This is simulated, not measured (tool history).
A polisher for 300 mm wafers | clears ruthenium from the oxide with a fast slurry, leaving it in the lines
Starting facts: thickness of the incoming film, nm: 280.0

| run | hour | flow of slurry (ml/min) | pressure of the wafer on the pad (psi) | speed of the pad under the wafer (m/s) | abrasive content of the slurry | overpolish time after the end point (s) | time until the end point was called (s) | dishing of a wide line in a test structure (nm) |
|---|---|---|---|---|---|---|---|---|
| 1 | 0 | 250 | 3 | 1.16 | 1 | 22 | 61.403 | 56.514 |
| 2 | 8 | 250 | 3 | 1.16 | 1.15 | 22 | 56.533 | 59.999 |
| 3 | 15.9 | 210 | 3 | 1.16 | 1.15 | 22 | 57.698 | 57.174 |
| 4 | 16.5 | 250 | 3 | 1.16 | 1.15 | 22 | 57.23 | 59.143 |
| 5 | 24.1 | 250 | 3 | 1.16 | 1.15 | 28 | 54.126 | 67.087 |
| 6 | 30 | 215 | 2.6 | 0.94 | 1.25 | 21 | 75.211 | 46.301 |
| 7 | 32.9 | 195 | 2.4 | 0.8 | 1.35 | 16 | 95.795 | 33.599 |
| 8 | 39.5 | 180 | 2.4 | 0.7 | 1.4 | 13 | 104.49 | 26.02 |
| 9 | 40.6 | 170 | 2.5 | 0.64 | 1.45 | 11 | 113.48 | 21.08 |
| 10 | 48.3 | 170 | 2.7 | 0.62 | 1.45 | 11 | 105 | 22.034 |

Forecast run 11:
| 11 | 50.6 | 170 | 2.6 | 0.6 | 1.45 | 7 | ? | ? |

time until the end point was called (s): 112.85
dishing of a wide line in a test structure (nm): 14.076
